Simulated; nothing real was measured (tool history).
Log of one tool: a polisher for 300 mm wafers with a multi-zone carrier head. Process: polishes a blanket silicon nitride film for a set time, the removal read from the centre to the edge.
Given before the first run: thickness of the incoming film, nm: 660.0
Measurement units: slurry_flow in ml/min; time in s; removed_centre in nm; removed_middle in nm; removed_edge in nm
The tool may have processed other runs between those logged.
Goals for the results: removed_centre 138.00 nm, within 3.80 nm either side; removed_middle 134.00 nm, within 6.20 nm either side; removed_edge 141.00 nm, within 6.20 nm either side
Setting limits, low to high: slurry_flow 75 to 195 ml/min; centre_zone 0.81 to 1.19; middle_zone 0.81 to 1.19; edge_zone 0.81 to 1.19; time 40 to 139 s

{"run": 1, "hour": 0.0, "slurry_flow": 125, "centre_zone": 1.0, "middle_zone": 1.0, "edge_zone": 1.0, "time": 89, "removed_centre": 159.76, "removed_middle": 155.83, "removed_edge": 158.06}
{"run": 2, "hour": 5.4, "slurry_flow": 125, "centre_zone": 1.08, "middle_zone": 1.0, "edge_zone": 1.0, "time": 89, "removed_centre": 170.85, "removed_middle": 157.02, "removed_edge": 156.0}
{"run": 3, "hour": 8.5, "slurry_flow": 125, "centre_zone": 1.08, "middle_zone": 1.0, "edge_zone": 1.08, "time": 89, "removed_centre": 170.9, "removed_middle": 159.79, "removed_edge": 161.67}
{"run": 4, "hour": 17.0, "slurry_flow": 125, "centre_zone": 1.17, "middle_zone": 1.0, "edge_zone": 1.08, "time": 89, "removed_centre": 183.34, "removed_middle": 154.44, "removed_edge": 161.51}
{"run": 5, "hour": 23.8, "slurry_flow": 110, "centre_zone": 1.17, "middle_zone": 1.0, "edge_zone": 1.08, "time": 89, "removed_centre": 178.59, "removed_middle": 157.01, "removed_edge": 160.82}
{"run": 6, "hour": 27.8, "slurry_flow": 125, "centre_zone": 1.17, "middle_zone": 1.0, "edge_zone": 1.08, "time": 89, "removed_centre": 183.69, "removed_middle": 157.73, "removed_edge": 159.4}
{"run": 7, "hour": 35.3, "slurry_flow": 120, "centre_zone": 1.13, "middle_zone": 0.99, "edge_zone": 1.06, "time": 87, "removed_centre": 173.93, "removed_middle": 148.84, "removed_edge": 155.19}
{"run": 8, "hour": 38.2, "slurry_flow": 115, "centre_zone": 1.1, "middle_zone": 0.99, "edge_zone": 1.05, "time": 86, "removed_centre": 162.89, "removed_middle": 145.89, "removed_edge": 151.37}
{"run": 9, "hour": 39.8, "slurry_flow": 110, "centre_zone": 1.08, "middle_zone": 0.99, "edge_zone": 1.04, "time": 86, "removed_centre": 158.5, "removed_middle": 146.1, "removed_edge": 150.76}
{"run": 10, "hour": 41.9, "slurry_flow": 105, "centre_zone": 1.07, "middle_zone": 0.99, "edge_zone": 1.03, "time": 86, "removed_centre": 154.79, "removed_middle": 144.36, "removed_edge": 146.28}
{"run": 11, "hour": 43.1, "slurry_flow": 100, "centre_zone": 1.06, "middle_zone": 0.98, "edge_zone": 1.04, "time": 86, "removed_centre": 154.1, "removed_middle": 146.48, "removed_edge": 148.02}
{"run": 12, "hour": 45.3, "slurry_flow": 95, "centre_zone": 1.04, "middle_zone": 0.96, "edge_zone": 1.04, "time": 85, "removed_centre": 146.41, "removed_middle": 134.77, "removed_edge": 146.26}

Which single option among these 4 for the next run brings every result within its allowed miss of target? Just one does.
{"run": "A", "hour": 47.5, "slurry_flow": 90, "centre_zone": 1.06, "middle_zone": 0.92, "edge_zone": 1.06, "time": 90, "removed_centre": "?", "removed_middle": "?", "removed_edge": "?"}
{"run": "B", "hour": 47.5, "slurry_flow": 75, "centre_zone": 1.0, "middle_zone": 0.96, "edge_zone": 0.96, "time": 89, "removed_centre": "?", "removed_middle": "?", "removed_edge": "?"}
{"run": "C", "hour": 47.5, "slurry_flow": 135, "centre_zone": 1.19, "middle_zone": 0.92, "edge_zone": 1.04, "time": 78, "removed_centre": "?", "removed_middle": "?", "removed_edge": "?"}
{"run": "D", "hour": 47.5, "slurry_flow": 100, "centre_zone": 1.01, "middle_zone": 0.89, "edge_zone": 1.03, "time": 90, "removed_centre": "?", "removed_middle": "?", "removed_edge": "?"}

move=A removed_centre=156.15 removed_middle=139.72 removed_edge=153.17
move=B removed_centre=139.04 removed_middle=137.01 removed_edge=140.24
move=C removed_centre=165.80 removed_middle=131.61 removed_edge=139.35
move=D removed_centre=153.46 removed_middle=139.24 removed_edge=153.56
A: its largest miss is bigger than the last run's
B: all results land within tolerance of their targets
C: its largest miss is bigger than the last run's
D: its largest miss is bigger than the last run's
B is the move that brings every result within its allowed miss.

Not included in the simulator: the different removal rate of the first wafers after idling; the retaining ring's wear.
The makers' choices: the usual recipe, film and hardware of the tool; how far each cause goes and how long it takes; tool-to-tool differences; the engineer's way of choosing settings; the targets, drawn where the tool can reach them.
